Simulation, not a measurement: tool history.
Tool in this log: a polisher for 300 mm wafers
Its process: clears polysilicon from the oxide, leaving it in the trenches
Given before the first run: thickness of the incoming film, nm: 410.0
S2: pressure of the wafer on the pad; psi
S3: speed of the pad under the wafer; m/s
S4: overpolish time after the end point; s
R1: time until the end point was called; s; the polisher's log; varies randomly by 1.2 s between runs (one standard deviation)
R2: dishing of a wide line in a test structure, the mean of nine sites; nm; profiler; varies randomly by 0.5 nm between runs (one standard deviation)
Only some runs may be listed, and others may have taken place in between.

run 1 hour=0 | flow_of_slurry_(ml/min)=225 S2=2 S3=1.24 S4=23 | R1=34.557 R2=43.982
run 2 hour=6.1 | flow_of_slurry_(ml/min)=225 S2=2 S3=1.24 S4=18 | R1=34.088 R2=44.067
run 3 hour=10 | flow_of_slurry_(ml/min)=225 S2=2 S3=1.24 S4=9 | R1=33.945 R2=40.594
run 4 hour=16.2 | flow_of_slurry_(ml/min)=225 S2=1.6 S3=1.12 S4=8 | R1=47.905 R2=33.867
run 5 hour=22.8 | flow_of_slurry_(ml/min)=210 S2=1.5 S3=1.02 S4=20 | R1=54.537 R2=43.113
run 6 hour=30.8 | flow_of_slurry_(ml/min)=160 S2=1.5 S3=1.02 S4=20 | R1=56.654 R2=43.379
run 7 hour=36.5 | flow_of_slurry_(ml/min)=160 S2=1.3 S3=1.02 S4=18 | R1=67.085 R2=40.96
run 8 hour=41.1 | flow_of_slurry_(ml/min)=160 S2=1.2 S3=1.02 S4=17 | R1=72.238 R2=37.828
-- hour=49.4 slurry nozzle cleaned
run 9 hour=49.4 | flow_of_slurry_(ml/min)=160 S2=1.2 S3=1 S4=17 | R1=68.502 R2=39.052

The next listed run, before its measurement:
run 10 hour=53.5 | flow_of_slurry_(ml/min)=160 S2=1.1 S3=1 S4=17 | R1=? R2=?

Run 10 produced R1 73.867 s, R2 38.989 nm.

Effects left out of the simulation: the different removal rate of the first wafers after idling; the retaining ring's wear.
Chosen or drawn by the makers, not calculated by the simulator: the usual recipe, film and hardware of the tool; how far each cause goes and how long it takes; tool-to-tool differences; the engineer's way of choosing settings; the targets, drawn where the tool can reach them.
